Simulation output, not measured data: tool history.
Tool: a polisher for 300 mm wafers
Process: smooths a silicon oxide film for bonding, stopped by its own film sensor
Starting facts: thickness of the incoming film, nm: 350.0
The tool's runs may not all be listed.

run	day	flow of slurry (ml/min)	pressure of the wafer on the pad (kPa)	speed of the pad under the wafer (m/s)	abrasive content of the slurry	target thickness at which the film sensor stops the polish (nm)	time until the film sensor stopped the polish (s)
1	0.000	205	18.6	1.16	1.0	321	29.969
2	0.104	205	22.8	1.16	1.0	321	26.140
3	0.321	205	22.8	1.16	1.0	321	25.990
4	0.450	205	26.9	1.16	1.0	321	22.805
5	0.621	205	26.9	1.16	1.0	324	20.563
6	0.858	205	26.9	1.16	1.2	324	18.586

Expected results for the next run?
7	1.075	205	22.8	1.14	1.2	324	?

{"run 7": {"time until the film sensor stopped the polish (s)": 21.359}}

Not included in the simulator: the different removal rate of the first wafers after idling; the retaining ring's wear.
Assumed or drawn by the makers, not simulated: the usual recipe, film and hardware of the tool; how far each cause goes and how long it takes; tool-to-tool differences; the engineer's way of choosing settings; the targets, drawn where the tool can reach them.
